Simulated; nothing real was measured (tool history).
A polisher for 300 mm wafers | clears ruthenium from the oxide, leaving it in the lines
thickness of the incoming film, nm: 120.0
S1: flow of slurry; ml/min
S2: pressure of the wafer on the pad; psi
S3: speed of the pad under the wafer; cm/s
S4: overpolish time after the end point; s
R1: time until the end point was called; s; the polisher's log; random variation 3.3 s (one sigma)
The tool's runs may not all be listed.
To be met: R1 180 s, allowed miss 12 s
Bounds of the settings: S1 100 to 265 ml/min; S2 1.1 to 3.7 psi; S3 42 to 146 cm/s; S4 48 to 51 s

run,hour,S1,S2,S3,S4,R1
1,0,170,2.4,94,48,125.59
2,5.1,170,2.3,94,48,126.25
3,12.4,185,2.3,94,48,129.3
4,15.1,185,2.2,94,48,132.13
5,23,185,2.1,94,48,138.59
6,31.7,185,2,94,48,143.31
# hour 40.7: head pressure recalibrated
7,40.7,185,2,94,48,136.03
8,43.3,185,1.9,92,48,140.97
9,51,185,1.8,88,48,157.87
10,58.6,185,1.7,88,48,166.95

5 next moves are on the table. One of them brings every result within its allowed miss. Which?
A,66.2,205,1.7,64,48,?
B,66.2,170,1.6,72,51,?
C,66.2,195,2,80,49,?
D,66.2,155,1.9,72,51,?
E,66.2,145,1.6,102,50,?

move,R1
A,211.74
B,208.84
C,150.66
D,180.02
E,158.43
A: takes the result that was furthest off past its target
B: takes the result that was furthest off past its target
C: further off than the last run
D: meets every target
E: further off than the last run
Answer: D
